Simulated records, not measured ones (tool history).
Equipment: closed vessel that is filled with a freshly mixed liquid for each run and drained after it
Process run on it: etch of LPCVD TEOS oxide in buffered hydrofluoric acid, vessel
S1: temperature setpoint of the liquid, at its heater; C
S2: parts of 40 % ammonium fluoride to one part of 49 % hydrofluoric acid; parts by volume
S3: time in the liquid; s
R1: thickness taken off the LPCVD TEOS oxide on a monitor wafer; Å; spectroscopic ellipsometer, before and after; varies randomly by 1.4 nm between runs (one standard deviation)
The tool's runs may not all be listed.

{"run": 1, "hour": 0.0, "S1": 21, "S2": 13.5, "S3": 95, "R1": 1817.4}
{"run": 2, "hour": 7.5, "S1": 21, "S2": 13.5, "S3": 100, "R1": 1877.2}
{"run": 3, "hour": 10.0, "S1": 23, "S2": 13.5, "S3": 100, "R1": 2129.5}
{"run": 4, "hour": 16.0, "S1": 24.5, "S2": 13.5, "S3": 100, "R1": 2308.1}
{"run": 5, "hour": 24.1, "S1": 24.5, "S2": 13.5, "S3": 95, "R1": 2171.4}
{"run": 6, "hour": 33.4, "S1": 24.5, "S2": 13.5, "S3": 95, "R1": 2188.6}

What will run 7 give?
{"run": 7, "hour": 36.2, "S1": 25.5, "S2": 13.5, "S3": 95, "R1": "?"}

R1: 2311.3 Å
